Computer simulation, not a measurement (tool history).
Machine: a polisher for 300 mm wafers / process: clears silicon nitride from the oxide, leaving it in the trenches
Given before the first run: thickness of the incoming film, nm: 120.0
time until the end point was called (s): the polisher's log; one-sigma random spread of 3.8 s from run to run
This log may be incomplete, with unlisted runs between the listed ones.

run	hour	flow of slurry (ml/min)	pressure of the wafer on the pad (psi)	speed of the pad under the wafer (m/s)	overpolish time after the end point (s)	time until the end point was called (s)
1	0.0	155	1.8	1.28	3	142.01
2	3.3	195	1.8	1.28	3	141.27
3	4.3	170	1.8	1.28	3	138.56
4	10.5	170	1.7	1.28	3	147.69
5	11.9	170	1.6	1.28	3	158.34
6	14.1	170	1.5	1.28	3	162.69

For run 7, what comes out?
7	21.8	170	1.5	1.28	3	?

Run 7 yielded time until the end point was called (s) 163.42.

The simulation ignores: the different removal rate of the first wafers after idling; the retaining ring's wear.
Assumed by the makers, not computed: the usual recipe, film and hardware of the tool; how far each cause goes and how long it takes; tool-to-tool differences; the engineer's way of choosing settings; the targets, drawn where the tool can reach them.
